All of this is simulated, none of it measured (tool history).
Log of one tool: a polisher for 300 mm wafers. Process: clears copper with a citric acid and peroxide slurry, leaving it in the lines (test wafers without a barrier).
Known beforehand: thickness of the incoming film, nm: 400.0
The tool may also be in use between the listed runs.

run	day	flow of slurry (ml/min)	pressure of the wafer on the pad (kPa)	speed of the pad under the wafer (m/s)	abrasive content of the slurry	overpolish time after the end point (s)	time until the end point was called (s)	dishing of a wide line in a test structure (Å)
1	0.000	165	20.7	1.14	1.0	13	124.45	216.50
2	0.225	165	18.6	1.12	1.0	13	136.18	200.70
3	0.508	165	18.6	1.12	1.2	13	127.01	210.20
4	0.596	165	17.2	1.10	1.2	13	136.77	196.43
5	0.783	165	19.3	1.10	1.2	13	127.34	212.18
6	0.967	165	17.2	1.08	1.2	13	139.38	195.07
7	1.038	165	15.9	1.06	1.2	13	151.27	187.34

Forecast run 8:
8	1.408	165	14.5	1.06	1.2	13	?	?

Run 8 came out at time until the end point was called (s) 157.22, dishing of a wide line in a test structure (Å) 176.46.
